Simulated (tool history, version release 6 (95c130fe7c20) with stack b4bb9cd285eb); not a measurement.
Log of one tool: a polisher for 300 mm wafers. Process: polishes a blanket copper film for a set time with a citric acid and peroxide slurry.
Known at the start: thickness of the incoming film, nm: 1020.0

| run | hour | flow of slurry (ml/min) | pressure of the wafer on the pad (kPa) | speed of the pad under the wafer (m/s) | abrasive content of the slurry | polishing time (s) | film removed (nm) |
|---|---|---|---|---|---|---|---|
| 1 | 0.0 | 260 | 20.0 | 1.26 | 1.00 | 37 | 103.030 |
| 2 | 5.5 | 260 | 22.1 | 1.28 | 1.00 | 37 | 113.670 |
| 3 | 7.1 | 290 | 22.1 | 1.28 | 1.00 | 37 | 118.620 |
| 4 | 11.3 | 295 | 23.4 | 1.28 | 1.00 | 37 | 122.220 |
| 5 | 16.4 | 295 | 23.4 | 1.28 | 0.85 | 37 | 115.270 |
| 6 | 21.1 | 295 | 23.4 | 0.96 | 0.85 | 37 | 90.958 |
| 7 | 27.0 | 295 | 24.8 | 1.04 | 0.85 | 37 | 107.800 |
| 8 | 35.3 | 295 | 26.2 | 1.06 | 0.85 | 37 | 112.570 |
| 9 | 39.8 | 295 | 26.9 | 1.10 | 0.85 | 37 | 118.690 |
| 10 | 47.1 | 295 | 27.6 | 1.14 | 0.85 | 37 | 126.760 |

The next listed run, before its measurement:
| 11 | 48.9 | 300 | 31.0 | 1.30 | 0.85 | 37 | ? |

Run 11 gave film removed (nm) 157.960.

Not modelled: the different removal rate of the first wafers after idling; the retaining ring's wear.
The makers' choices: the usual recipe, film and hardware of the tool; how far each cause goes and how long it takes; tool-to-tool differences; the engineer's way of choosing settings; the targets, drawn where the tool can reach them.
